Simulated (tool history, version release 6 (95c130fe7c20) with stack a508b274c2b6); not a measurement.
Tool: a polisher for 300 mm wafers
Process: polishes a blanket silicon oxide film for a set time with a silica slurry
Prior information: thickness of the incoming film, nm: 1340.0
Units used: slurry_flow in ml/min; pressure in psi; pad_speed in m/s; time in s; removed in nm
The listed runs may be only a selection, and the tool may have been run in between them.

run  hour  slurry_flow  pressure  pad_speed  slurry_solids  time  removed
  1     0          150       4.9       1.24              1    49   185.37
  2   3.3          150       4.9       1.24            1.2    49   206.74
  3   3.9          150       4.9       1.12            1.2    49   190.12
  4   7.1          145       4.5       1.12            1.2    49   176.39
  5  14.6          175       4.5       1.12            1.2    49   179.17
  6  22.6          170       4.1       1.12            1.2    49   162.31
  7  29.6          170       3.8       1.12            1.2    49   152.13
  8  37.6          165       3.5       1.12            1.2    49    137.7
  9  44.8          160       3.4       1.12            1.2    49   135.08
 10  49.9          155       3.3       1.12            1.2    49   131.97

Estimate the outcome of run 11 from the log above:
 11  52.2          150       3.2       1.12            1.2    49        ?

{"run 11": {"removed": 126.65}}

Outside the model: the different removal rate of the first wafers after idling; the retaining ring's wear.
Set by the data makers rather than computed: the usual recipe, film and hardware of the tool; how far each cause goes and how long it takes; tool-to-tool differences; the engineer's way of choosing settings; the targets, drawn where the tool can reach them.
